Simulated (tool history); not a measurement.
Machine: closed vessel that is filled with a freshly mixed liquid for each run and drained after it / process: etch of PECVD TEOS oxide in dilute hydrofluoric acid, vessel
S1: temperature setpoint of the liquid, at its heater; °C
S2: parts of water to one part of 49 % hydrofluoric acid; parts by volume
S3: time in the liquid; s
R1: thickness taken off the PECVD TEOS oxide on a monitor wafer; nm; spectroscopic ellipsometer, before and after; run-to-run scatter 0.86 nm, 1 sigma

| run | hour | S1 | S2 | S3 | R1 |
|---|---|---|---|---|---|
| 1 | 0 | 22 | 290 | 2800 | 82.842 |
| 2 | 8.4 | 20 | 290 | 2800 | 77.88 |
| 3 | 16.1 | 21 | 290 | 2800 | 79.23 |
| 4 | 18.9 | 22 | 290 | 2800 | 82.822 |
| 5 | 25 | 20 | 290 | 2800 | 77.423 |
| 6 | 28.8 | 20 | 290 | 2990 | 83.511 |

For run 7, what comes out?
| 7 | 35.9 | 24 | 280 | 2990 | ? |

{"run 7": {"R1": 99.75}}

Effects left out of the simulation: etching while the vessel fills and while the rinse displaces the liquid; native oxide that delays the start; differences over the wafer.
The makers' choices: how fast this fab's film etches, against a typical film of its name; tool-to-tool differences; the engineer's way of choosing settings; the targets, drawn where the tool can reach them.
